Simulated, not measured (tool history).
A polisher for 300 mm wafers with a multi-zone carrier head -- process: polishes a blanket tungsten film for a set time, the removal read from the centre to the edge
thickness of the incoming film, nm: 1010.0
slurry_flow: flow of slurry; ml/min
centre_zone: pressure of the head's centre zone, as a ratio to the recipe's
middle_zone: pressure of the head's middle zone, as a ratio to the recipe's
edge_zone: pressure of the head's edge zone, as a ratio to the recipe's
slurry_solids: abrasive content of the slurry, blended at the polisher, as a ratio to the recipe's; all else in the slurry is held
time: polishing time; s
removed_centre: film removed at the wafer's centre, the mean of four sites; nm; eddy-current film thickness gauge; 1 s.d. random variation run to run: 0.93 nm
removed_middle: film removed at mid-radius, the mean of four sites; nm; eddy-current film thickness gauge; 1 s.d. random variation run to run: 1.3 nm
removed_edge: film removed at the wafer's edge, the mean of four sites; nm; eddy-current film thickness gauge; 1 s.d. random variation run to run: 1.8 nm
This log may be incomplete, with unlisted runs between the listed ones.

run,hour,slurry_flow,centre_zone,middle_zone,edge_zone,slurry_solids,time,removed_centre,removed_middle,removed_edge
1,0.0,305,1.00,1.00,1.00,1.0,43,198.59,203.14,205.84
2,1.4,305,1.00,1.00,1.08,1.0,43,200.50,206.30,212.79
3,9.3,305,1.00,0.97,1.04,0.9,39,174.31,174.87,182.23
4,13.5,305,1.00,0.94,1.01,0.8,37,159.13,162.07,162.51
5,17.7,230,1.00,0.94,1.01,0.8,37,153.25,151.68,160.61
6,19.9,230,1.00,0.94,1.01,0.8,27,112.24,110.01,114.10
7,23.0,245,1.01,0.93,1.03,0.8,27,113.67,113.13,118.98
8,31.8,250,1.03,0.91,1.03,0.8,27,116.82,109.14,119.56
9,38.0,260,1.04,0.91,1.03,0.8,27,119.86,111.37,116.48
10,41.8,265,1.04,0.91,1.04,0.8,27,119.10,112.24,122.90
# hour 49.2: slurry nozzle cleaned
11,49.2,270,1.05,0.91,1.03,0.8,27,129.37,118.64,125.38

Run 12 comes next. What will it give?
12,55.2,260,1.05,0.91,1.03,0.8,27,?,?,?

Run 12 produced removed_centre 127.60 nm, removed_middle 119.09 nm, removed_edge 121.94 nm.
